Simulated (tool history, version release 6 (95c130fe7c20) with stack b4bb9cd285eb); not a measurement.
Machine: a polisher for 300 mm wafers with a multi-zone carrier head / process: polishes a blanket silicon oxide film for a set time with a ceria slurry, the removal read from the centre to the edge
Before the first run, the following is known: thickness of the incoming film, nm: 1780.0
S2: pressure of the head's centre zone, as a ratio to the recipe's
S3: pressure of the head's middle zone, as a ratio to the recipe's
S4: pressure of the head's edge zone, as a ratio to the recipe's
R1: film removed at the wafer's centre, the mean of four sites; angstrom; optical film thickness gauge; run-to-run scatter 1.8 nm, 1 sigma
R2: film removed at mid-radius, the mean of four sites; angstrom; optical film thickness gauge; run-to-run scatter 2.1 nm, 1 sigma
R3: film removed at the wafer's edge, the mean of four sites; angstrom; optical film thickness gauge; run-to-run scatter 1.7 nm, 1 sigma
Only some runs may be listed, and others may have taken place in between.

Run 1, hour 0: flow of slurry (ml/min) 130, S2 1, S3 1, S4 1, polishing time (s) 59. Result: R1 3083.6 angstrom, R2 3156.8 angstrom, R3 3003.5 angstrom.
Run 2, hour 0.9: flow of slurry (ml/min) 125, S2 0.98, S3 0.98, S4 0.98, polishing time (s) 55. Result: R1 2690.4 angstrom, R2 2880.8 angstrom, R3 2752.7 angstrom.
Run 3, hour 7.1: flow of slurry (ml/min) 140, S2 0.98, S3 0.98, S4 0.98, polishing time (s) 55. Result: R1 2820.2 angstrom, R2 2904.6 angstrom, R3 2823.9 angstrom.
Run 4, hour 12.3: flow of slurry (ml/min) 135, S2 0.98, S3 0.96, S4 0.96, polishing time (s) 51. Result: R1 2570 angstrom, R2 2590.1 angstrom, R3 2616.4 angstrom.
Run 5, hour 19.2: flow of slurry (ml/min) 135, S2 0.98, S3 0.96, S4 0.96, polishing time (s) 40. Result: R1 2064.6 angstrom, R2 2103.5 angstrom, R3 1999.1 angstrom.
Run 6, hour 23.8: flow of slurry (ml/min) 130, S2 0.97, S3 0.95, S4 0.95, polishing time (s) 39. Result: R1 1956.3 angstrom, R2 1964.7 angstrom, R3 1950.3 angstrom.
Run 7, hour 31.8: flow of slurry (ml/min) 125, S2 0.97, S3 0.95, S4 0.94, polishing time (s) 39. Result: R1 1906.4 angstrom, R2 1943.2 angstrom, R3 1880 angstrom.
Run 8, hour 35.3: flow of slurry (ml/min) 120, S2 0.96, S3 0.94, S4 0.94, polishing time (s) 39. Result: R1 1900.1 angstrom, R2 1931.4 angstrom, R3 1897.7 angstrom.
Run 9, hour 38.8: flow of slurry (ml/min) 115, S2 0.95, S3 0.93, S4 0.94, polishing time (s) 39. Result: R1 1858.4 angstrom, R2 1853.8 angstrom, R3 1903.8 angstrom.
Run 10, hour 46.5: flow of slurry (ml/min) 110, S2 0.94, S3 0.93, S4 0.94, polishing time (s) 39. Result: R1 1821.8 angstrom, R2 1850.9 angstrom, R3 1885.6 angstrom.
Run 11, hour 52.5: flow of slurry (ml/min) 105, S2 0.94, S3 0.93, S4 0.94, polishing time (s) 39. Result: R1 1804.4 angstrom, R2 1882.1 angstrom, R3 1864.5 angstrom.

Estimate the outcome of run 12 from the log above:
Run 12, hour 58.6: flow of slurry (ml/min) 90, S2 0.9, S3 0.86, S4 0.93, polishing time (s) 38. Result: R1 ?, R2 ?, R3 ?.

{"run 12": {"R1": 1568.4, "R2": 1566.5, "R3": 1750.6}}

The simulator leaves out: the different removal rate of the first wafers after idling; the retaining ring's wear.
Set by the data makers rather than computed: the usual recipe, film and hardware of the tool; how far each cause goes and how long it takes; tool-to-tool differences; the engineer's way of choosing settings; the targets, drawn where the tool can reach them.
